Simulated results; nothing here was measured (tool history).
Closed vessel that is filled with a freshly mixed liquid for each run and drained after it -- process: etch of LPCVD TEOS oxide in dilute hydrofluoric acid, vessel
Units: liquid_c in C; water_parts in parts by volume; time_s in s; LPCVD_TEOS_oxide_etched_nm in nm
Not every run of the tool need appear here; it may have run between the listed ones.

Run 1, hour 0: liquid_c 21 C, water_parts 175 parts by volume, time_s 30 s. Result: LPCVD_TEOS_oxide_etched_nm 3.7633 nm.
Run 2, hour 1.8: liquid_c 21 C, water_parts 175 parts by volume, time_s 30 s. Result: LPCVD_TEOS_oxide_etched_nm 3.7631 nm.
Run 3, hour 2.8: liquid_c 22 C, water_parts 160 parts by volume, time_s 30 s. Result: LPCVD_TEOS_oxide_etched_nm 4.3304 nm.
Run 4, hour 4.8: liquid_c 22 C, water_parts 110 parts by volume, time_s 30 s. Result: LPCVD_TEOS_oxide_etched_nm 6.6869 nm.
Run 5, hour 6.6: liquid_c 23 C, water_parts 105 parts by volume, time_s 30 s. Result: LPCVD_TEOS_oxide_etched_nm 7.3153 nm.
Run 6, hour 8.4: liquid_c 23 C, water_parts 105 parts by volume, time_s 30 s. Result: LPCVD_TEOS_oxide_etched_nm 7.2935 nm.
Run 7, hour 15.9: liquid_c 24 C, water_parts 105 parts by volume, time_s 30 s. Result: LPCVD_TEOS_oxide_etched_nm 7.6466 nm.

The next listed run, before its measurement:
Run 8, hour 23.2: liquid_c 24.5 C, water_parts 105 parts by volume, time_s 30 s. Result: LPCVD_TEOS_oxide_etched_nm ?.

Logged for run 8: LPCVD_TEOS_oxide_etched_nm 7.7584 nm.
